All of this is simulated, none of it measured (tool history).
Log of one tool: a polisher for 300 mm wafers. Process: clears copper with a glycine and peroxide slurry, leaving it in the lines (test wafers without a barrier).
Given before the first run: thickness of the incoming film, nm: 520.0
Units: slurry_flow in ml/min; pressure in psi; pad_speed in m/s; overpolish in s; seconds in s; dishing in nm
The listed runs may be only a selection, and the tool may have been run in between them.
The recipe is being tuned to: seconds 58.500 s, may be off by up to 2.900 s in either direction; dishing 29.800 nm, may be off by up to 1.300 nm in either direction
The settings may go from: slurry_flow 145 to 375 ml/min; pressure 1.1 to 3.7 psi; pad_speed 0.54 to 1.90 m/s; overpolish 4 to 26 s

run   hour  slurry_flow  pressure  pad_speed  overpolish  seconds  dishing
  1    0.0          240       2.4       1.22          13   90.797   47.164
  2    4.5          235       2.4       1.26          12   88.654   45.048
  3   12.9          255       2.4       1.26          12   87.910   44.242
  4   17.2          265       2.4       1.30          11   84.433   43.070
  5   22.5          265       2.2       1.30          11   92.044   40.155
  6   25.5          275       2.2       1.34          10   89.341   38.058
  7   32.7          285       2.2       1.38           9   85.907   36.287
  8   37.7          295       2.2       1.42           8   82.503   33.804
  9   43.9          365       2.3       1.76           4   64.819   22.322
 10   48.0          355       2.3       1.76           4   64.669   22.333
 11   50.6          345       2.3       1.76           4   65.743   22.129
 12   51.4          345       2.4       1.74           4   65.568   22.461
 13   52.7          340       2.5       1.74           4   62.128   23.784
 14   57.3          335       2.5       1.74           4   61.750   23.312
 15   65.6          335       2.5       1.72           4   61.374   22.893
 16   69.8          330       2.7       1.66           6   61.192   34.500
 17   76.0          325       2.7       1.68           6   59.519   34.215
 18   84.0          325       2.7       1.70           6   58.810   35.336
      92.7  -- slurry nozzle cleaned
 19   92.7          325       2.7       1.72           6   54.542   36.323
 20   97.7          325       2.6       1.74           6   56.043   35.315
 21  101.9          325       2.4       1.76           4   60.928   23.418
 22  107.8          325       2.6       1.72           4   57.009   24.330
 23  110.4          330       2.6       1.72           4   57.572   24.553
 24  118.4          335       2.6       1.72           4   57.904   24.590

Which of these 4 next moves meets every target?
  A  126.4          375       2.8       1.56           5        ?        ?
  B  126.4          365       2.5       1.80           6        ?        ?
  C  126.4          345       2.6       1.74           4        ?        ?
  D  126.4          290       2.3       1.88           6        ?        ?

move  seconds  dishing
   A   57.919   30.228
   B   56.530   36.004
   C   56.506   25.237
   D   59.681   34.251
A: every result within its allowed miss
B: the result that was furthest off in the last run now lies on the other side of its target
C: an improvement on the last run, though not all results are within tolerance
D: the result that was furthest off in the last run now lies on the other side of its target
Correct choice: A, which meets every target
